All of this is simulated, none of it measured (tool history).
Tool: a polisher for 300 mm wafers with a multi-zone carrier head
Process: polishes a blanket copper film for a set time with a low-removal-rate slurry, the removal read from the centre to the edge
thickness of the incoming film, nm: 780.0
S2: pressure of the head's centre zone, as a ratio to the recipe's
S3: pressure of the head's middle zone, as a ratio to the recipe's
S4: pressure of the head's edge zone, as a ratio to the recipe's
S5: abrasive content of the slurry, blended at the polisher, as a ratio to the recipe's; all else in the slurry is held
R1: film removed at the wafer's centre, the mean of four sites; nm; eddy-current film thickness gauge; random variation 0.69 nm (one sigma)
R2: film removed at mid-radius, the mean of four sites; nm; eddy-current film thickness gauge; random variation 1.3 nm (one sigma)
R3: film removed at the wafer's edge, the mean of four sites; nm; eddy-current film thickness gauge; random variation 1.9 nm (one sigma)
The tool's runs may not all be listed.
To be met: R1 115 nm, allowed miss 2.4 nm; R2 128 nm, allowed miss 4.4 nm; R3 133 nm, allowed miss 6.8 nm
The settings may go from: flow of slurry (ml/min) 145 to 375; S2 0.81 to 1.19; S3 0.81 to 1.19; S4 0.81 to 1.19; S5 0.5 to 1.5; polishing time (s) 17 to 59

run 1 hour=0 | flow_of_slurry_(ml/min)=240 S2=1 S3=1 S4=1 S5=1 polishing_time_(s)=38 | R1=103.73 R2=107.35 R3=111.71
run 2 hour=5.7 | flow_of_slurry_(ml/min)=245 S2=1 S3=1.01 S4=1.02 S5=1.05 polishing_time_(s)=38 | R1=104.69 R2=107.3 R3=114.44
run 3 hour=7.4 | flow_of_slurry_(ml/min)=185 S2=1 S3=1.01 S4=1.02 S5=1.05 polishing_time_(s)=38 | R1=101.11 R2=105.87 R3=108.71
run 4 hour=13.9 | flow_of_slurry_(ml/min)=185 S2=1 S3=1.01 S4=0.95 S5=1.05 polishing_time_(s)=38 | R1=102.69 R2=104.26 R3=105.61
run 5 hour=17.8 | flow_of_slurry_(ml/min)=200 S2=1 S3=1.02 S4=0.97 S5=1.1 polishing_time_(s)=38 | R1=104 R2=107.58 R3=109
-- hour=19.9 edge zone pressure recalibrated
run 6 hour=19.9 | flow_of_slurry_(ml/min)=175 S2=1 S3=1.02 S4=0.97 S5=1.1 polishing_time_(s)=38 | R1=101.44 R2=105.78 R3=102.34
run 7 hour=23.1 | flow_of_slurry_(ml/min)=195 S2=1 S3=1.03 S4=0.98 S5=1.1 polishing_time_(s)=38 | R1=103.79 R2=106.67 R3=104.24
run 8 hour=28.6 | flow_of_slurry_(ml/min)=210 S2=0.99 S3=1.03 S4=1 S5=1.15 polishing_time_(s)=38 | R1=102.94 R2=109.74 R3=108.68
run 9 hour=33.7 | flow_of_slurry_(ml/min)=225 S2=0.99 S3=1.03 S4=1.02 S5=1.2 polishing_time_(s)=38 | R1=105.14 R2=111.01 R3=108.98
run 10 hour=40.6 | flow_of_slurry_(ml/min)=240 S2=0.99 S3=1.03 S4=1.04 S5=1.2 polishing_time_(s)=38 | R1=107.09 R2=110.72 R3=111.97
run 11 hour=44.1 | flow_of_slurry_(ml/min)=250 S2=0.98 S3=1.04 S4=1.05 S5=1.2 polishing_time_(s)=38 | R1=104.43 R2=114.26 R3=112.32
run 12 hour=51.9 | flow_of_slurry_(ml/min)=250 S2=0.98 S3=1.04 S4=1.05 S5=1.2 polishing_time_(s)=38 | R1=106.03 R2=112.6 R3=111.84
run 13 hour=54.1 | flow_of_slurry_(ml/min)=250 S2=0.98 S3=1.04 S4=1.05 S5=1.2 polishing_time_(s)=38 | R1=104.32 R2=112 R3=113.72
run 14 hour=58.2 | flow_of_slurry_(ml/min)=260 S2=0.98 S3=1.05 S4=1.06 S5=1.2 polishing_time_(s)=38 | R1=105.91 R2=115.43 R3=114.81

4 next moves are on the table. One of them brings every result within its allowed miss. Which?
run A hour=62.3 | flow_of_slurry_(ml/min)=235 S2=0.94 S3=1.03 S4=1.14 S5=1.45 polishing_time_(s)=42 | R1=? R2=? R3=?
run B hour=62.3 | flow_of_slurry_(ml/min)=305 S2=0.83 S3=1.07 S4=1.01 S5=1.3 polishing_time_(s)=45 | R1=? R2=? R3=?
run C hour=62.3 | flow_of_slurry_(ml/min)=265 S2=0.96 S3=1.06 S4=1.01 S5=1.3 polishing_time_(s)=41 | R1=? R2=? R3=?
run D hour=62.3 | flow_of_slurry_(ml/min)=275 S2=1.06 S3=0.97 S4=1.05 S5=1.2 polishing_time_(s)=36 | R1=? R2=? R3=?

move=A R1=115.6 R2=128.47 R3=133.72
move=B R1=111.44 R2=142.8 R3=134.49
move=C R1=114.19 R2=127.4 R3=121.4
move=D R1=108.51 R2=102.57 R3=107.48
A: meets every target
B: nearer than the last run, and not there yet
C: brings the result that was furthest off to its target, and leaves another outside
D: further off than the last run
Answer: A
